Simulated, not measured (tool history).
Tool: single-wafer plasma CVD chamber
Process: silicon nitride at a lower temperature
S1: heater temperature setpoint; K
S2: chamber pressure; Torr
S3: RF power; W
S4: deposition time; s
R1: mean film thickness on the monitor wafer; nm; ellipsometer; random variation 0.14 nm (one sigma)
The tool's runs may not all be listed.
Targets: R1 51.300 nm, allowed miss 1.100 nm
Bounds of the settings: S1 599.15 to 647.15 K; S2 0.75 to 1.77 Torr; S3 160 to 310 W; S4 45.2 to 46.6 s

run	hour	S1	S2	S3	S4	R1
1	0.0	623.15	1.26	235	45.2	41.614
2	3.8	623.15	1.26	250	45.2	43.415
3	4.4	627.15	1.26	250	45.2	43.756
4	5.6	627.15	1.32	255	45.2	44.772
5	6.9	627.15	1.13	255	45.2	42.755
6	10.7	627.15	1.21	260	45.2	44.111
7	13.4	627.15	1.28	265	45.2	45.546
8	20.3	627.15	1.34	265	45.2	46.242
9	24.2	627.15	1.39	265	45.2	46.444
10	29.8	627.15	1.43	270	45.2	47.542
11	31.4	627.15	1.46	270	45.2	47.745

Which of these 5 next moves meets every target?
A	33.0	629.15	1.39	275	45.7	?
B	33.0	625.15	1.50	250	45.3	?
C	33.0	618.15	1.08	305	46.6	?
D	33.0	628.15	1.17	275	45.4	?
E	33.0	625.15	1.64	270	46.6	?

move	R1
A	48.256
B	45.763
C	49.365
D	45.755
E	50.846
A: nearer than the last run, and not there yet
B: further off than the last run
C: nearer than the last run, and not there yet
D: further off than the last run
E: meets every target
Move E is the one to make.
